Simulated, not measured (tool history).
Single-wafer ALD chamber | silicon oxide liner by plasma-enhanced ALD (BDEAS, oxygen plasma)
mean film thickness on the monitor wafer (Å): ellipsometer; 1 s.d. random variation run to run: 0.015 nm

run,hour,heater temperature setpoint (K),number of ALD cycles (cycles),mean film thickness on the monitor wafer (Å)
1,0.0,583.15,31,26.575
2,7.5,579.15,31,26.431
3,14.2,579.15,27,23.233
4,19.2,569.15,27,23.373
5,25.8,569.15,23,20.161
6,29.3,569.15,26,22.527
7,35.6,569.15,28,24.261

Run 8 comes next. What will it give?
8,42.3,569.15,30,?

Run 8 came out at mean film thickness on the monitor wafer (Å) 26.007.
